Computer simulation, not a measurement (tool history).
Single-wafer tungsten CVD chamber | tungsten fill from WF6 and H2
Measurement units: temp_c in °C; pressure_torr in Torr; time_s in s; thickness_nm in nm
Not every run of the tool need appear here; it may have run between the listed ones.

run  hour  temp_c  pressure_torr  time_s  thickness_nm
  1   0.0     375           33.7    10.1        17.891
  2   1.7     386           33.7    10.1        23.053
  3   6.1     386           33.7    10.1        23.003
  4   7.6     389           33.8    10.1        24.602
  5  11.5     392           33.8    10.1        26.214
  6  14.9     394           33.8    10.1        27.531
  7  20.2     395           33.8    10.1        27.954

Run 8, settings as shown, results not yet in. Your forecast:
  8  23.7     396           33.8    10.1             ?

thickness_nm: 28.455 nm
